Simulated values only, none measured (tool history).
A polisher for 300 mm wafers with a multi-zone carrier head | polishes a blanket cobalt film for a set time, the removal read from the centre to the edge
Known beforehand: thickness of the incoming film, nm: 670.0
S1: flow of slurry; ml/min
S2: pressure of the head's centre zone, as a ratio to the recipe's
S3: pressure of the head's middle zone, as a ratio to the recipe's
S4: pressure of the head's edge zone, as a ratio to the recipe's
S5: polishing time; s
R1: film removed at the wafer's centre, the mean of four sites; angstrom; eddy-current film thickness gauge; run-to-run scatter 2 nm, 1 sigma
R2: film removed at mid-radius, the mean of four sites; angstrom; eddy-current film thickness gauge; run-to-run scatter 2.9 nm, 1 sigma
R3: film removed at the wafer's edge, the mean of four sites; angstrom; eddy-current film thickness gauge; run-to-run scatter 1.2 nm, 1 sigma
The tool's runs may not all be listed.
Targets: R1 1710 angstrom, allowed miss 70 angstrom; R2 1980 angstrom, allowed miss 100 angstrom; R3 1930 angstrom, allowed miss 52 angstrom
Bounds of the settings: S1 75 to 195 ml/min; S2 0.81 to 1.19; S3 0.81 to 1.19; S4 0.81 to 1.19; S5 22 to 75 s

| run | day | S1 | S2 | S3 | S4 | S5 | R1 | R2 | R3 |
|---|---|---|---|---|---|---|---|---|---|
| 1 | 0 | 125 | 1 | 1 | 1 | 48 | 1341.6 | 1322.9 | 1424.3 |
| 2 | 0.038 | 140 | 0.99 | 1.05 | 1.04 | 51 | 1455.1 | 1546 | 1565.8 |
| 3 | 0.233 | 140 | 0.99 | 1.05 | 0.98 | 51 | 1458.9 | 1546.8 | 1511.9 |
| 4 | 0.462 | 150 | 0.98 | 1.07 | 1.04 | 53 | 1519 | 1690.8 | 1655.3 |
| 5 | 0.633 | 170 | 0.98 | 1.07 | 1.04 | 53 | 1580 | 1734.3 | 1678.8 |
|  | 0.738 | slurry nozzle cleaned |
| 6 | 0.738 | 170 | 0.98 | 1.07 | 1.04 | 64 | 2061.4 | 2200 | 2135.6 |
| 7 | 1.1 | 150 | 0.96 | 1.07 | 1.02 | 64 | 1925.8 | 2188.6 | 2071.9 |
| 8 | 1.342 | 135 | 0.95 | 1.06 | 1.01 | 64 | 1890 | 2103 | 2039.7 |
| 9 | 1.538 | 125 | 0.94 | 1.06 | 1 | 64 | 1880 | 2092.8 | 2012.9 |
| 10 | 1.654 | 120 | 0.92 | 1.05 | 1 | 64 | 1838.6 | 2083.4 | 2008.7 |
| 11 | 1.779 | 115 | 0.91 | 1.04 | 1 | 64 | 1755.7 | 1952.2 | 1988.7 |
| 12 | 2.142 | 115 | 0.91 | 1.05 | 0.99 | 64 | 1748.3 | 2048.4 | 2005 |

5 candidate next runs follow, results not yet known. Just one meets every target within its allowed miss. Identify it.
| A | 2.504 | 75 | 1 | 1.05 | 0.94 | 69 | ? | ? | ? |
| B | 2.504 | 105 | 0.94 | 1.08 | 1.02 | 62 | ? | ? | ? |
| C | 2.504 | 80 | 0.85 | 1.11 | 1.09 | 70 | ? | ? | ? |
| D | 2.504 | 95 | 0.91 | 1.09 | 0.9 | 68 | ? | ? | ? |
| E | 2.504 | 140 | 0.83 | 1.02 | 1.09 | 64 | ? | ? | ? |

| move | R1 | R2 | R3 |
|---|---|---|---|
| A | 1894.7 | 1990.6 | 1947.4 |
| B | 1737.7 | 1968.8 | 1908.8 |
| C | 1660 | 2149.8 | 2141.8 |
| D | 1802.3 | 2133.4 | 1945.7 |
| E | 1679.4 | 2042 | 2114.8 |
A: brings the last run's worst result on target, with another outside its allowed miss
B: every result within its allowed miss
C: the biggest miss grows against the last run
D: brings the last run's worst result on target, with another outside its allowed miss
E: the biggest miss grows against the last run
The move that meets every target is B.
